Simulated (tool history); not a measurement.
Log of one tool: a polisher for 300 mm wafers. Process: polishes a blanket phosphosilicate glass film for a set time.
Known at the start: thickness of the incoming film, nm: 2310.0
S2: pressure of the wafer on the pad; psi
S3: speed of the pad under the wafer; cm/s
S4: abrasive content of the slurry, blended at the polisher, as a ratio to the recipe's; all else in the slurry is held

{"run": 1, "hour": 0.0, "flow of slurry (ml/min)": 240, "S2": 2.1, "S3": 80, "S4": 1, "polishing time (s)": 31, "film removed (angstrom)": 1301}
{"run": 2, "hour": 4.2, "flow of slurry (ml/min)": 240, "S2": 2.1, "S3": 80, "S4": 1.1, "polishing time (s)": 31, "film removed (angstrom)": 1354.3}
{"run": 3, "hour": 12.3, "flow of slurry (ml/min)": 240, "S2": 2.3, "S3": 80, "S4": 1.1, "polishing time (s)": 31, "film removed (angstrom)": 1487.9}
{"run": 4, "hour": 13.5, "flow of slurry (ml/min)": 240, "S2": 2.3, "S3": 80, "S4": 1.1, "polishing time (s)": 28, "film removed (angstrom)": 1334}
{"run": 5, "hour": 15.5, "flow of slurry (ml/min)": 240, "S2": 2.5, "S3": 82, "S4": 1.1, "polishing time (s)": 28, "film removed (angstrom)": 1475.6}
{"run": 6, "hour": 21.6, "flow of slurry (ml/min)": 240, "S2": 2.6, "S3": 84, "S4": 1.1, "polishing time (s)": 28, "film removed (angstrom)": 1553.3}
{"run": 7, "hour": 22.6, "flow of slurry (ml/min)": 240, "S2": 2.7, "S3": 86, "S4": 1.1, "polishing time (s)": 28, "film removed (angstrom)": 1636}
{"run": 8, "hour": 25.6, "flow of slurry (ml/min)": 240, "S2": 2.8, "S3": 88, "S4": 1.1, "polishing time (s)": 28, "film removed (angstrom)": 1765.9}
{"run": 9, "hour": 30.5, "flow of slurry (ml/min)": 240, "S2": 2.9, "S3": 88, "S4": 1.1, "polishing time (s)": 28, "film removed (angstrom)": 1813.8}
{"run": 10, "hour": 35.9, "flow of slurry (ml/min)": 240, "S2": 3, "S3": 88, "S4": 1.1, "polishing time (s)": 28, "film removed (angstrom)": 1870.2}

The next listed run, before its measurement:
{"run": 11, "hour": 42.3, "flow of slurry (ml/min)": 240, "S2": 3, "S3": 88, "S4": 1.1, "polishing time (s)": 28, "film removed (angstrom)": "?"}

{"run 11": {"film removed (angstrom)": 1920.3}}
